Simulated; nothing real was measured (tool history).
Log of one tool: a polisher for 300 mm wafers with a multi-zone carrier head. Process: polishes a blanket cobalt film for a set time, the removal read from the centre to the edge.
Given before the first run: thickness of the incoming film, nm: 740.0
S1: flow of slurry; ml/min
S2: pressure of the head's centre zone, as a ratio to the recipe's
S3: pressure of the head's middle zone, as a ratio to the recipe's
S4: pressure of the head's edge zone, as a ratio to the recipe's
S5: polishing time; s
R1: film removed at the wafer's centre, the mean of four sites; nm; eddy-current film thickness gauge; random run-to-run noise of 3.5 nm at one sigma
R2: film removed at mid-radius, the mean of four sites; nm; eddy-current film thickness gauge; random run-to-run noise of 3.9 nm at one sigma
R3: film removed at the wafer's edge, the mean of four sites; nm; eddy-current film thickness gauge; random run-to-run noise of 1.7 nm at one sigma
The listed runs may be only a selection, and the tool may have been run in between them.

{"run": 1, "hour": 0.0, "S1": 235, "S2": 1, "S3": 1, "S4": 1, "S5": 41, "R1": 240.38, "R2": 234.41, "R3": 239.47}
{"run": 2, "hour": 3.1, "S1": 235, "S2": 1, "S3": 1.06, "S4": 1, "S5": 41, "R1": 240.03, "R2": 246.86, "R3": 236.64}
{"run": 3, "hour": 3.8, "S1": 235, "S2": 1, "S3": 1.06, "S4": 1, "S5": 37, "R1": 220.79, "R2": 223.59, "R3": 214.07}
{"run": 4, "hour": 12.7, "S1": 240, "S2": 0.98, "S3": 1.08, "S4": 1.04, "S5": 38, "R1": 223.65, "R2": 232.04, "R3": 224.99}
{"run": 5, "hour": 21.2, "S1": 245, "S2": 0.96, "S3": 1.1, "S4": 1.06, "S5": 39, "R1": 227.35, "R2": 245.15, "R3": 229.72}
{"run": 6, "hour": 26.0, "S1": 245, "S2": 0.96, "S3": 1.1, "S4": 1.09, "S5": 39, "R1": 221.16, "R2": 245.87, "R3": 232.48}

Predict the results of run 7:
{"run": 7, "hour": 34.5, "S1": 250, "S2": 0.95, "S3": 1.11, "S4": 1.11, "S5": 40, "R1": "?", "R2": "?", "R3": "?"}

{"run 7": {"R1": 222.34, "R2": 250.75, "R3": 244.73}}
